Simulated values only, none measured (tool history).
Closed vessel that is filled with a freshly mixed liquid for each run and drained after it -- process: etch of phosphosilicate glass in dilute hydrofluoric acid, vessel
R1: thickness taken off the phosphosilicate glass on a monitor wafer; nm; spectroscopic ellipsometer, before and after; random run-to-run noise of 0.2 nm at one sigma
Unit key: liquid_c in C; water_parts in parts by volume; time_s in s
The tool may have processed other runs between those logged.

run 1 day=0 | liquid_c=23 water_parts=140 time_s=30 | R1=18.534
run 2 day=0.312 | liquid_c=24.5 water_parts=130 time_s=30 | R1=21.463
run 3 day=0.675 | liquid_c=24.5 water_parts=155 time_s=30 | R1=17.335
run 4 day=1.004 | liquid_c=24.5 water_parts=180 time_s=30 | R1=14.482
run 5 day=1.154 | liquid_c=24.5 water_parts=180 time_s=30 | R1=14.655
run 6 day=1.196 | liquid_c=25.5 water_parts=160 time_s=30 | R1=17.394
run 7 day=1.408 | liquid_c=29.5 water_parts=105 time_s=30 | R1=32.797
run 8 day=1.508 | liquid_c=29.5 water_parts=100 time_s=30 | R1=34.852

Run 9 is up next; what results do you expect?
run 9 day=1.867 | liquid_c=29.5 water_parts=95 time_s=30 | R1=?

Run 9 yielded R1 36.865 nm.
